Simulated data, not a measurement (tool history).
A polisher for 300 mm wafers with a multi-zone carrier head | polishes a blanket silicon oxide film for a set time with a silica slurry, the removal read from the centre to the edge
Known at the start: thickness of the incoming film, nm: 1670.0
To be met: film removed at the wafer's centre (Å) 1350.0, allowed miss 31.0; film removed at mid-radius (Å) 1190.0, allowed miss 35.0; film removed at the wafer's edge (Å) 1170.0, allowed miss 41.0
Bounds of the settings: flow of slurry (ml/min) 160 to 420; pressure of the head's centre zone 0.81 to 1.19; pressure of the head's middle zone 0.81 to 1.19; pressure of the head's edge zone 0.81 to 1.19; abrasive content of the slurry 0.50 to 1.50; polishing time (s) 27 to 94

run	hour	flow of slurry (ml/min)	pressure of the head's centre zone	pressure of the head's middle zone	pressure of the head's edge zone	abrasive content of the slurry	polishing time (s)	film removed at the wafer's centre (Å)	film removed at mid-radius (Å)	film removed at the wafer's edge (Å)
1	0.0	270	1.00	1.00	1.00	1.00	60	1543.0	1499.2	1531.4
2	4.6	270	1.00	0.93	1.00	1.00	60	1527.0	1413.9	1508.3
3	6.0	270	1.00	0.93	0.98	0.95	60	1501.6	1398.1	1497.6
4	7.5	275	1.02	0.94	0.96	0.90	59	1499.0	1361.5	1410.6
5	13.6	275	1.02	0.94	0.94	0.85	59	1432.2	1329.0	1352.1
6	14.8	275	1.02	0.94	0.94	0.85	68	1657.9	1517.1	1569.2
7	19.8	280	1.02	0.93	0.93	0.80	67	1613.0	1444.2	1511.0
8	23.1	280	1.02	0.93	0.92	0.75	67	1582.0	1421.6	1479.2
9	31.2	280	1.02	0.93	0.91	0.70	66	1490.0	1354.5	1387.3
10	39.1	275	1.02	0.93	0.90	0.70	66	1485.1	1345.1	1413.7
11	46.0	290	1.02	0.93	0.89	0.65	65	1455.2	1306.1	1318.5
12	51.6	265	1.00	0.89	0.82	0.50	66	1286.7	1138.2	1161.4
13	59.7	275	1.00	0.89	0.82	0.50	66	1287.1	1130.2	1162.7

Which of these 4 next moves meets every target?
A	67.8	340	1.00	0.90	0.85	0.60	59	?	?	?
B	67.8	280	1.04	0.82	0.82	0.55	63	?	?	?
C	67.8	280	0.95	0.93	0.82	0.55	65	?	?	?
D	67.8	420	1.03	0.91	0.81	0.55	63	?	?	?

move	film removed at the wafer's centre (Å)	film removed at mid-radius (Å)	film removed at the wafer's edge (Å)
A	1247.0	1110.4	1160.3
B	1313.9	1051.0	1164.2
C	1238.3	1192.4	1199.5
D	1344.2	1169.6	1182.7
A: further off than the last run
B: further off than the last run
C: further off than the last run
D: meets every target
Move D is the one to make.
